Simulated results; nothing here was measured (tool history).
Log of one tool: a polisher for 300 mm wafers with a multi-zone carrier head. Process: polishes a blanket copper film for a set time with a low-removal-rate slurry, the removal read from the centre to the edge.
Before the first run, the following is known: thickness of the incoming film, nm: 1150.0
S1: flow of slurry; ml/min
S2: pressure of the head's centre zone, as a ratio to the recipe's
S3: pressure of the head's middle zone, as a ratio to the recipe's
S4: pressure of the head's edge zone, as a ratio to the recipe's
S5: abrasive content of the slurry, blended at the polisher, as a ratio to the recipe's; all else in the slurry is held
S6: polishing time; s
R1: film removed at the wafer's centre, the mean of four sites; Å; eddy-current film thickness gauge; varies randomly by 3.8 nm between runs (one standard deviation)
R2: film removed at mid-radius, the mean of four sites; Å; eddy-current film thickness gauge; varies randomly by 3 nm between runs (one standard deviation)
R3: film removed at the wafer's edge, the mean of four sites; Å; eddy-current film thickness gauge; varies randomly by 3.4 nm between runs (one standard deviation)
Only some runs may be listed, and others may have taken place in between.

run,hour,S1,S2,S3,S4,S5,S6,R1,R2,R3
1,0,265,1,1,1,1,58,2002.9,1950.1,2006.6
2,2.5,270,1,1.04,1.03,1.15,61,2140.6,2136.8,2160.9
3,7.7,275,0.99,1.07,1.04,1.25,65,2313.3,2418.6,2420.7
4,10.5,325,0.99,1.07,1.04,1.25,65,2439.3,2419.1,2406.6
5,16.2,325,0.99,1.07,1.04,1.25,52,1897.8,1942.7,1915.3
6,17.9,325,0.99,1.07,1.04,1.15,52,1808.8,1912.6,1934.3
7,20.6,320,0.99,1.1,1.05,1.2,58,2053.2,2211.3,2156

What does the tool deliver on the next run?
8,21.7,315,0.99,1.12,1.07,1.25,62,?,?,?

Run 8 yielded R1 2220.5 Å, R2 2470.4 Å, R3 2311.1 Å.
